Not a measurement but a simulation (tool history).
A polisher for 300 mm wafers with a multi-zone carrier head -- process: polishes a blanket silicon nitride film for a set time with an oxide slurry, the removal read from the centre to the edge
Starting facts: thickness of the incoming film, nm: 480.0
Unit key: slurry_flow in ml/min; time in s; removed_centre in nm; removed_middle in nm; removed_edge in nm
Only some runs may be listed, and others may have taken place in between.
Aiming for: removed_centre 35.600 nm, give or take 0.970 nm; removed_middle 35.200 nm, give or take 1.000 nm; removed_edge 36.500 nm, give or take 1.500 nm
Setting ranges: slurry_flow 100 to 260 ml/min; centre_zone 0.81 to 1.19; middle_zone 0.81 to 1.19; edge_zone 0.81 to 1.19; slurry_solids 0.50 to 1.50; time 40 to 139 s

run  hour  slurry_flow  centre_zone  middle_zone  edge_zone  slurry_solids  time  removed_centre  removed_middle  removed_edge
  1   0.0          165         1.00         1.00       1.00           1.00    89          70.987          69.638        70.279
  2   7.8          165         1.00         1.00       1.07           1.00    89          70.730          69.998        71.622
  3  11.2          165         1.00         1.00       1.07           1.20    89          76.730          76.531        77.652
  4  14.2          165         1.00         1.00       1.02           1.20    89          77.214          75.437        75.305
  5  17.4          160         0.98         0.98       0.97           1.00    79          60.984          61.248        62.028
  6  18.7          160         0.98         0.98       1.02           1.00    79          62.159          62.008        61.715
  7  22.0          150         0.95         0.93       1.01           0.85    72          49.331          48.473        51.989
  8  29.6          155         0.95         0.93       0.97           0.75    67          43.624          42.674        44.315
  9  38.1          160         0.93         0.91       0.94           0.70    67          41.437          40.779        42.117
 10  45.6          160         0.91         0.89       0.91           0.65    67          38.754          38.848        39.382
 11  47.8          150         0.90         0.87       0.90           0.65    67          38.571          36.814        39.161
 12  53.7          140         0.89         0.87       0.88           0.65    67          37.206          37.237        38.596
 13  56.8          135         0.89         0.86       0.86           0.65    67          36.672          36.017        38.286
 14  58.0          135         0.89         0.86       0.85           0.65    67          36.875          36.494        38.099
 15  59.8          135         0.89         0.86       0.84           0.65    67          36.720          36.238        37.519

Pick the move, out of 4, that brings all results within their allowed miss; only one does.
  A  61.6          135         0.94         0.96       0.83           0.50    73               ?               ?             ?
  B  61.6          145         0.91         0.88       0.88           0.55    69               ?               ?             ?
  C  61.6          120         0.92         0.93       0.83           0.65    67               ?               ?             ?
  D  61.6          120         0.93         0.90       0.82           0.55    75               ?               ?             ?

move  removed_centre  removed_middle  removed_edge
   A          36.224          37.564        35.061
   B          35.642          35.471        36.420
   C          36.664          37.992        36.719
   D          37.751          37.660        37.222
A: meets the target for the result that was furthest off, but another lies outside its allowed miss
B: in spec on every target
C: misses by more than the last run did
D: misses by more than the last run did
Go with B: it meets all targets.

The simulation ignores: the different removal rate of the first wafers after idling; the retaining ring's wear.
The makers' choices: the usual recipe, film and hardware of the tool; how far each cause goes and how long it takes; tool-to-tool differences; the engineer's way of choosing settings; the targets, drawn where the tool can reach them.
